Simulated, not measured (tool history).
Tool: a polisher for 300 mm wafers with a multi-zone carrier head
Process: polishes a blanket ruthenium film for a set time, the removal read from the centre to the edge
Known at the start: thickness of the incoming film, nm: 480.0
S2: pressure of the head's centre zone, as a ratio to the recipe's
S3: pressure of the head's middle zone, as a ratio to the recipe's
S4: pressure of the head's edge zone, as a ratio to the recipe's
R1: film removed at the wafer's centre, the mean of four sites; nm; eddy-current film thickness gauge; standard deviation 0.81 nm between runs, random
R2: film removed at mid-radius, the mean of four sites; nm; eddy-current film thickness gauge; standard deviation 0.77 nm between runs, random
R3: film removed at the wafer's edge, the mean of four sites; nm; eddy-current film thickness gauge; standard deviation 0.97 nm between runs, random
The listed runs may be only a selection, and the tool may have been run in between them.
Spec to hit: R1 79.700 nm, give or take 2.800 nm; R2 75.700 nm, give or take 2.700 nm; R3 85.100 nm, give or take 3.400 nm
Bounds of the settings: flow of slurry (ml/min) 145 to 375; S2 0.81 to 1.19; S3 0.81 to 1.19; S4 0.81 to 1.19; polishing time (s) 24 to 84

run 1 hour=0.0 | flow_of_slurry_(ml/min)=240 S2=1.00 S3=1.00 S4=1.00 polishing_time_(s)=54 | R1=61.902 R2=61.215 R3=63.517
run 2 hour=1.2 | flow_of_slurry_(ml/min)=240 S2=1.06 S3=1.00 S4=1.00 polishing_time_(s)=54 | R1=65.512 R2=60.626 R3=63.086
run 3 hour=2.3 | flow_of_slurry_(ml/min)=240 S2=1.06 S3=1.00 S4=1.02 polishing_time_(s)=55 | R1=66.827 R2=61.506 R3=65.724
run 4 hour=3.0 | flow_of_slurry_(ml/min)=245 S2=1.06 S3=1.01 S4=1.04 polishing_time_(s)=56 | R1=68.659 R2=64.058 R3=66.843
run 5 hour=9.4 | flow_of_slurry_(ml/min)=245 S2=1.05 S3=1.01 S4=1.05 polishing_time_(s)=57 | R1=68.814 R2=64.450 R3=68.093
run 6 hour=13.1 | flow_of_slurry_(ml/min)=245 S2=1.05 S3=0.97 S4=1.05 polishing_time_(s)=57 | R1=69.430 R2=61.941 R3=68.279
run 7 hour=17.1 | flow_of_slurry_(ml/min)=245 S2=1.04 S3=0.97 S4=1.06 polishing_time_(s)=58 | R1=69.437 R2=63.863 R3=70.456
-- hour=21.6 worn pad replaced by a new one
run 8 hour=21.6 | flow_of_slurry_(ml/min)=245 S2=1.04 S3=0.97 S4=1.07 polishing_time_(s)=59 | R1=80.561 R2=71.904 R3=79.762
run 9 hour=23.2 | flow_of_slurry_(ml/min)=245 S2=1.03 S3=0.97 S4=1.07 polishing_time_(s)=59 | R1=78.741 R2=73.512 R3=81.486
run 10 hour=32.2 | flow_of_slurry_(ml/min)=245 S2=1.02 S3=0.96 S4=1.07 polishing_time_(s)=59 | R1=80.549 R2=73.264 R3=81.703
run 11 hour=33.1 | flow_of_slurry_(ml/min)=240 S2=1.01 S3=0.96 S4=1.07 polishing_time_(s)=59 | R1=77.845 R2=74.161 R3=80.773

Of the 5 settings listed for the next run, only one would bring every result within its allowed miss of target. Which one?
run A hour=34.0 | flow_of_slurry_(ml/min)=250 S2=1.05 S3=0.99 S4=1.05 polishing_time_(s)=58 | R1=? R2=? R3=?
run B hour=34.0 | flow_of_slurry_(ml/min)=315 S2=0.97 S3=0.88 S4=0.99 polishing_time_(s)=59 | R1=? R2=? R3=?
run C hour=34.0 | flow_of_slurry_(ml/min)=235 S2=1.10 S3=1.05 S4=1.11 polishing_time_(s)=54 | R1=? R2=? R3=?
run D hour=34.0 | flow_of_slurry_(ml/min)=225 S2=1.06 S3=1.00 S4=1.06 polishing_time_(s)=58 | R1=? R2=? R3=?
run E hour=34.0 | flow_of_slurry_(ml/min)=145 S2=1.00 S3=0.93 S4=1.04 polishing_time_(s)=68 | R1=? R2=? R3=?

move=A R1=79.402 R2=74.614 R3=78.012
move=B R1=77.102 R2=70.615 R3=79.204
move=C R1=76.568 R2=72.404 R3=73.767
move=D R1=78.860 R2=74.185 R3=77.465
move=E R1=79.662 R2=75.326 R3=84.906
A: misses by more than the last run did
B: misses by more than the last run did
C: misses by more than the last run did
D: misses by more than the last run did
E: each result inside its tolerance
Correct choice: E, which meets every target
